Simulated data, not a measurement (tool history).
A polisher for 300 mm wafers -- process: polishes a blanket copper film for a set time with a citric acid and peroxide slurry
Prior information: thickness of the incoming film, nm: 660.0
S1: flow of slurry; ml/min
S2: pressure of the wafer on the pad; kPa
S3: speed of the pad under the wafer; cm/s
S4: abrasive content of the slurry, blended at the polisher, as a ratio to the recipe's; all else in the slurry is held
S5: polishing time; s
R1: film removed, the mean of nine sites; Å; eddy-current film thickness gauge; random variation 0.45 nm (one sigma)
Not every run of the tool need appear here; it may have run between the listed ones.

Run 1, day 0: S1 265 ml/min, S2 25.5 kPa, S3 114 cm/s, S4 1, S5 33 s. Result: R1 1199.9 Å.
Run 2, day 0.088: S1 265 ml/min, S2 23.4 kPa, S3 110 cm/s, S4 1, S5 33 s. Result: R1 1098.8 Å.
Run 3, day 0.367: S1 265 ml/min, S2 21.4 kPa, S3 104 cm/s, S4 1, S5 33 s. Result: R1 926.82 Å.
Run 4, day 0.55: S1 300 ml/min, S2 21.4 kPa, S3 104 cm/s, S4 1, S5 33 s. Result: R1 938.5 Å.
Run 5, day 0.817: S1 300 ml/min, S2 20 kPa, S3 102 cm/s, S4 1, S5 33 s. Result: R1 858.76 Å.
Run 6, day 1.171: S1 300 ml/min, S2 20 kPa, S3 102 cm/s, S4 1.15, S5 33 s. Result: R1 919.15 Å.
Run 7, day 1.383: S1 300 ml/min, S2 18.6 kPa, S3 100 cm/s, S4 1.15, S5 33 s. Result: R1 834.57 Å.
Run 8, day 1.733: S1 300 ml/min, S2 17.2 kPa, S3 98 cm/s, S4 1.15, S5 33 s. Result: R1 749.78 Å.
Run 9, day 2.012: S1 295 ml/min, S2 16.5 kPa, S3 98 cm/s, S4 1.15, S5 33 s. Result: R1 736.42 Å.
Run 10, day 2.071: S1 295 ml/min, S2 15.9 kPa, S3 98 cm/s, S4 1.15, S5 33 s. Result: R1 704.26 Å.
Run 11, day 2.354: S1 290 ml/min, S2 15.2 kPa, S3 98 cm/s, S4 1.15, S5 33 s. Result: R1 659.36 Å.
Run 12, day 2.542: S1 275 ml/min, S2 15.2 kPa, S3 98 cm/s, S4 1.15, S5 33 s. Result: R1 667.05 Å.
Run 13, day 2.862: S1 265 ml/min, S2 14.5 kPa, S3 98 cm/s, S4 1.15, S5 33 s. Result: R1 628.8 Å.
Run 14, day 2.929: S1 255 ml/min, S2 14.5 kPa, S3 98 cm/s, S4 1.15, S5 33 s. Result: R1 634.87 Å.

Estimate the outcome of run 15 from the log above:
Run 15, day 3.292: S1 250 ml/min, S2 14.5 kPa, S3 98 cm/s, S4 1.15, S5 33 s. Result: R1 ?.

R1: 634.36 Å
